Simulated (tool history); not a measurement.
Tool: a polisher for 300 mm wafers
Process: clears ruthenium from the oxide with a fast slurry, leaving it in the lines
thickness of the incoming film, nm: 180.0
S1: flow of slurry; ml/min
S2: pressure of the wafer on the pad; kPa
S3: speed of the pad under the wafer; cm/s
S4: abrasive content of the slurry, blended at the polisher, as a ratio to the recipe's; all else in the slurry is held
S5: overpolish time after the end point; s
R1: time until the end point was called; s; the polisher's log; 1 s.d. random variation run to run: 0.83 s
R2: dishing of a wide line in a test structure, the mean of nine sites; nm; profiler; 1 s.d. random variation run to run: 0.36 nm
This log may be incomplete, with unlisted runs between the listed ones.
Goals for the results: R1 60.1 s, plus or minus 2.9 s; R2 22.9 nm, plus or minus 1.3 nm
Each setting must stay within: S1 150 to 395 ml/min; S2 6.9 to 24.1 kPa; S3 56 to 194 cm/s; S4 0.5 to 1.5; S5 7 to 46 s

{"run": 1, "hour": 0.0, "S1": 250, "S2": 15.2, "S3": 124, "S4": 1, "S5": 24, "R1": 49.087, "R2": 61.088}
{"run": 2, "hour": 4.9, "S1": 250, "S2": 13.8, "S3": 124, "S4": 1, "S5": 19, "R1": 52.602, "R2": 46.962}
{"run": 3, "hour": 13.2, "S1": 250, "S2": 13.8, "S3": 124, "S4": 1, "S5": 14, "R1": 51.82, "R2": 36.223}
{"run": 4, "hour": 16.5, "S1": 250, "S2": 13.8, "S3": 98, "S4": 1, "S5": 14, "R1": 66.811, "R2": 30.399}
{"run": 5, "hour": 18.0, "S1": 250, "S2": 13.8, "S3": 98, "S4": 1, "S5": 22, "R1": 66.946, "R2": 45.312}
{"run": 6, "hour": 19.0, "S1": 250, "S2": 13.8, "S3": 98, "S4": 1, "S5": 18, "R1": 66.377, "R2": 37.659}
{"run": 7, "hour": 27.8, "S1": 250, "S2": 13.8, "S3": 98, "S4": 1, "S5": 18, "R1": 68.92, "R2": 38.113}
{"run": 8, "hour": 34.6, "S1": 245, "S2": 13.8, "S3": 104, "S4": 0.9, "S5": 15, "R1": 67.268, "R2": 31.871}
{"run": 9, "hour": 42.7, "S1": 245, "S2": 14.5, "S3": 104, "S4": 0.85, "S5": 13, "R1": 66.768, "R2": 28.825}
{"run": 10, "hour": 49.1, "S1": 245, "S2": 14.5, "S3": 104, "S4": 0.85, "S5": 13, "R1": 66.56, "R2": 28.64}
{"run": 11, "hour": 50.6, "S1": 245, "S2": 14.5, "S3": 104, "S4": 0.85, "S5": 13, "R1": 66.5, "R2": 29.096}
{"run": 12, "hour": 59.5, "S1": 245, "S2": 15.2, "S3": 104, "S4": 0.8, "S5": 11, "R1": 65.324, "R2": 24.614}
{"run": 13, "hour": 65.5, "S1": 245, "S2": 15.9, "S3": 104, "S4": 0.8, "S5": 11, "R1": 64.161, "R2": 25.462}
{"run": 14, "hour": 74.5, "S1": 245, "S2": 16.5, "S3": 104, "S4": 0.8, "S5": 10, "R1": 59.829, "R2": 25.168}

Next run, 5 choices. One meets every target within its allowed miss, the rest don't. Which?
{"run": "A", "hour": 83.5, "S1": 210, "S2": 17.2, "S3": 102, "S4": 0.8, "S5": 10, "R1": "?", "R2": "?"}
{"run": "B", "hour": 83.5, "S1": 260, "S2": 19.3, "S3": 90, "S4": 0.8, "S5": 9, "R1": "?", "R2": "?"}
{"run": "C", "hour": 83.5, "S1": 285, "S2": 17.2, "S3": 114, "S4": 0.75, "S5": 7, "R1": "?", "R2": "?"}
{"run": "D", "hour": 83.5, "S1": 160, "S2": 13.8, "S3": 122, "S4": 0.9, "S5": 11, "R1": "?", "R2": "?"}
{"run": "E", "hour": 83.5, "S1": 275, "S2": 14.5, "S3": 110, "S4": 0.95, "S5": 12, "R1": "?", "R2": "?"}

move=A R1=58.912 R2=25.442
move=B R1=58.588 R2=23.287
move=C R1=53.776 R2=20.064
move=D R1=58.62 R2=27.774
move=E R1=57.46 R2=30.456
A: misses by more than the last run did
B: hits every target within its allowed miss
C: takes the result that was furthest off past its target
D: misses by more than the last run did
E: misses by more than the last run did
Answer: B

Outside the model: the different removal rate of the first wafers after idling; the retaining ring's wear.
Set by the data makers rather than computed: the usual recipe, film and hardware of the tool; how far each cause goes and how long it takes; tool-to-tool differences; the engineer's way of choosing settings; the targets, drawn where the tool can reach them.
